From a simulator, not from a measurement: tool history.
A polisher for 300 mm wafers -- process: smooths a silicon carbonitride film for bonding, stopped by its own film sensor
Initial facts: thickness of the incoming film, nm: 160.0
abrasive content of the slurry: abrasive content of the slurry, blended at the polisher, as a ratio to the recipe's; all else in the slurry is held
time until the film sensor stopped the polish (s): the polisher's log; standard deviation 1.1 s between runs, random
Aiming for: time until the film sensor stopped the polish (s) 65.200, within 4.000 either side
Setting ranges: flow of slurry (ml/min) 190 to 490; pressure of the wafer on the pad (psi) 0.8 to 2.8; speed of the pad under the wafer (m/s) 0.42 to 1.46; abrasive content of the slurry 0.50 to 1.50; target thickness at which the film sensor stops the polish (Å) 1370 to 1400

| run | hour | flow of slurry (ml/min) | pressure of the wafer on the pad (psi) | speed of the pad under the wafer (m/s) | abrasive content of the slurry | target thickness at which the film sensor stops the polish (Å) | time until the film sensor stopped the polish (s) |
|---|---|---|---|---|---|---|---|
| 1 | 0.0 | 315 | 1.8 | 0.94 | 1.00 | 1370 | 90.467 |
| 2 | 7.5 | 315 | 1.8 | 0.94 | 0.90 | 1370 | 94.169 |
| 3 | 14.7 | 315 | 1.9 | 0.94 | 0.90 | 1370 | 87.774 |
| 4 | 16.8 | 315 | 2.0 | 0.94 | 0.90 | 1370 | 86.512 |
| 5 | 24.1 | 315 | 1.6 | 0.94 | 0.90 | 1370 | 106.820 |
| 6 | 28.5 | 315 | 1.7 | 0.94 | 0.90 | 1370 | 101.860 |
| 7 | 32.0 | 315 | 2.2 | 1.02 | 0.90 | 1370 | 71.773 |
| 8 | 35.3 | 315 | 2.3 | 1.02 | 0.90 | 1370 | 69.911 |

Pick the move, out of 5, that brings all results within their allowed miss; only one does.
| A | 38.6 | 365 | 2.3 | 0.88 | 0.95 | 1370 | ? |
| B | 38.6 | 295 | 2.1 | 1.10 | 1.05 | 1400 | ? |
| C | 38.6 | 260 | 2.7 | 0.98 | 1.00 | 1380 | ? |
| D | 38.6 | 265 | 2.0 | 1.06 | 0.85 | 1380 | ? |
| E | 38.6 | 235 | 2.0 | 1.12 | 1.05 | 1390 | ? |

| move | time until the film sensor stopped the polish (s) |
|---|---|
| A | 76.217 |
| B | 58.755 |
| C | 57.053 |
| D | 77.124 |
| E | 64.674 |
A: lands further from the targets than the last run did
B: pushes the last run's worst result past its target
C: pushes the last run's worst result past its target
D: lands further from the targets than the last run did
E: all results land within tolerance of their targets
E meets every target.
